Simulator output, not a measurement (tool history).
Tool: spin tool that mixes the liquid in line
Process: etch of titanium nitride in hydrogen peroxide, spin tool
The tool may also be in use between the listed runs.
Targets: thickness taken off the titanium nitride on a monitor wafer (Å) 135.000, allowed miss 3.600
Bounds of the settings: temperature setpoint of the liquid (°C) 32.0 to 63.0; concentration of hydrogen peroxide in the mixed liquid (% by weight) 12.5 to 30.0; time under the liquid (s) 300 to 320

run	hour	temperature setpoint of the liquid (°C)	concentration of hydrogen peroxide in the mixed liquid (% by weight)	time under the liquid (s)	thickness taken off the titanium nitride on a monitor wafer (Å)
1	0.0	47.0	23.5	300	58.909
2	3.4	47.0	28.0	300	61.644
3	5.8	49.0	28.0	300	71.731
4	12.7	50.5	28.0	300	79.340
5	19.9	51.5	28.0	300	85.616
6	25.9	51.5	30.0	300	86.827
7	33.0	52.5	30.0	300	92.943
8	42.1	53.5	30.0	300	100.350
9	50.4	54.0	30.0	300	104.110
10	51.7	54.5	30.0	300	107.530
11	53.4	55.0	30.0	300	110.920
12	58.5	55.5	30.0	300	114.900
13	64.3	56.0	30.0	300	119.020
14	72.0	56.5	30.0	300	123.800
15	80.5	57.0	30.0	300	128.570

Which of these 4 next moves meets every target?
A	89.0	57.0	29.0	320	?
B	89.0	56.0	30.0	320	?
C	89.0	55.0	30.0	320	?
D	89.0	59.0	29.0	300	?

move	thickness taken off the titanium nitride on a monitor wafer (Å)
A	135.750
B	127.590
C	118.990
D	146.030
A: meets every target
B: further off than the last run
C: further off than the last run
D: takes the result that was furthest off past its target
The right move is A.
